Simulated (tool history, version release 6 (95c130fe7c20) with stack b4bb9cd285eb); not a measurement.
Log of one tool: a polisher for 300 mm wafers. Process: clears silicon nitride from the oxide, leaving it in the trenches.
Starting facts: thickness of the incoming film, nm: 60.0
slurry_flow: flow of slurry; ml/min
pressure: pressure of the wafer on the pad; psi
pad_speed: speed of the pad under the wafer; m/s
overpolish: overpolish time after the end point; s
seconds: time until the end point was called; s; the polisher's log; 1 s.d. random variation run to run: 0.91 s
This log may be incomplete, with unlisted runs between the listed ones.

run 1 hour=0 | slurry_flow=165 pressure=2.6 pad_speed=0.86 overpolish=9 | seconds=95.594
run 2 hour=3.2 | slurry_flow=165 pressure=2.6 pad_speed=0.86 overpolish=9 | seconds=98.388
run 3 hour=11.4 | slurry_flow=165 pressure=2.9 pad_speed=0.9 overpolish=9 | seconds=81.459
run 4 hour=14.6 | slurry_flow=165 pressure=2.3 pad_speed=0.9 overpolish=9 | seconds=104.42
run 5 hour=22.6 | slurry_flow=165 pressure=2.6 pad_speed=0.92 overpolish=9 | seconds=90.617
run 6 hour=25.5 | slurry_flow=165 pressure=2.9 pad_speed=0.94 overpolish=9 | seconds=78.948
run 7 hour=30.9 | slurry_flow=165 pressure=3.1 pad_speed=0.96 overpolish=9 | seconds=73.869
run 8 hour=32.8 | slurry_flow=165 pressure=3.3 pad_speed=0.98 overpolish=9 | seconds=67.647
run 9 hour=41.5 | slurry_flow=165 pressure=3.4 pad_speed=1 overpolish=9 | seconds=61.723
run 10 hour=47 | slurry_flow=165 pressure=3.5 pad_speed=1 overpolish=9 | seconds=63.278
run 11 hour=51.1 | slurry_flow=165 pressure=3.6 pad_speed=1.02 overpolish=9 | seconds=59.269
run 12 hour=54.9 | slurry_flow=165 pressure=3.7 pad_speed=1.04 overpolish=9 | seconds=57.564

Run 13 is up next; what results do you expect?
run 13 hour=63.9 | slurry_flow=165 pressure=3.8 pad_speed=1.06 overpolish=9 | seconds=?

Run 13 came out at seconds 53.69 s.
